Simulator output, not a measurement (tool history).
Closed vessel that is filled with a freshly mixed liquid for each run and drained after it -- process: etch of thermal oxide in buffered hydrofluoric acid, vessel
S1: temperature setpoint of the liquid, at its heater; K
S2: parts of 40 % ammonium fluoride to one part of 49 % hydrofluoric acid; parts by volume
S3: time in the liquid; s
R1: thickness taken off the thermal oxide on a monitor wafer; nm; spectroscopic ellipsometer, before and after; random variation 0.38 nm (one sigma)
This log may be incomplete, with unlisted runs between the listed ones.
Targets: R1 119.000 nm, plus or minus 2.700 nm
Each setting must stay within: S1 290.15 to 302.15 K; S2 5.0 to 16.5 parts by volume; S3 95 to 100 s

| run | hour | S1 | S2 | S3 | R1 |
|---|---|---|---|---|---|
| 1 | 0.0 | 294.15 | 10.0 | 95 | 92.401 |
| 2 | 5.3 | 295.65 | 10.0 | 95 | 100.740 |
| 3 | 8.9 | 295.65 | 10.0 | 95 | 100.410 |
| 4 | 15.9 | 295.65 | 7.5 | 95 | 130.500 |
| 5 | 18.1 | 295.65 | 9.5 | 95 | 104.250 |
| 6 | 23.0 | 295.65 | 9.5 | 100 | 109.280 |
| 7 | 30.9 | 296.15 | 9.5 | 100 | 112.410 |
| 8 | 33.1 | 296.65 | 9.5 | 100 | 114.950 |

4 candidate next runs follow, results not yet known. Just one meets every target within its allowed miss. Identify it.
| A | 35.3 | 296.15 | 8.5 | 100 | ? |
| B | 35.3 | 296.65 | 9.0 | 100 | ? |
| C | 35.3 | 296.65 | 9.5 | 95 | ? |
| D | 35.3 | 294.15 | 7.5 | 100 | ? |

| move | R1 |
|---|---|
| A | 123.650 |
| B | 119.440 |
| C | 109.680 |
| D | 126.800 |
A: takes the biggest miss from the last run beyond its target
B: each result inside its tolerance
C: further off than the last run
D: takes the biggest miss from the last run beyond its target
B is the move that brings every result within its allowed miss.
